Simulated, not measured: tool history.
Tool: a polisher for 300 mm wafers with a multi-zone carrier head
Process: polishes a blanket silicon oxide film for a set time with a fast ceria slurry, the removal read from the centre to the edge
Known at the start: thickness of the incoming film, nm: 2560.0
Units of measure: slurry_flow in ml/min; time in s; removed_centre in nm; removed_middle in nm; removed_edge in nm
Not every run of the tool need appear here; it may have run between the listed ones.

run,day,slurry_flow,centre_zone,middle_zone,edge_zone,time,removed_centre,removed_middle,removed_edge
1,0,250,1,1,1,45,849.17,815.21,773.16
2,0.229,255,0.99,0.99,1.02,45,835.35,806.01,787.73
3,0.379,265,0.99,0.98,1.04,45,840.99,822.95,785.66
4,0.421,250,0.98,0.96,1.05,46,826.19,801.59,800.36
5,0.758,250,0.98,1.03,1.05,46,846.94,847.92,804.08
6,1.062,250,0.98,1.03,1.05,38,701.32,723.48,661.41
# day 1.404: centre zone pressure recalibrated
7,1.404,250,0.97,1.01,1.07,40,677.09,732.92,702.76
8,1.629,255,0.98,0.99,1.09,41,698.33,736.73,726.27
9,1.9,260,0.99,0.98,1.1,42,723.04,763.73,747.06
10,2.267,260,1,0.96,1.11,43,747.49,758.8,776.61
11,2.638,270,1,0.95,1.12,44,763.24,766.15,799.76
12,2.704,280,1,0.94,1.13,44,783.81,760.17,806.15
13,2.929,285,0.99,0.94,1.14,45,771.85,801.67,825.63

Estimate the outcome of run 14 from the log above:
14,2.958,290,0.99,0.93,1.15,45,?,?,?

removed_centre: 801.47 nm
removed_middle: 790.66 nm
removed_edge: 832.82 nm
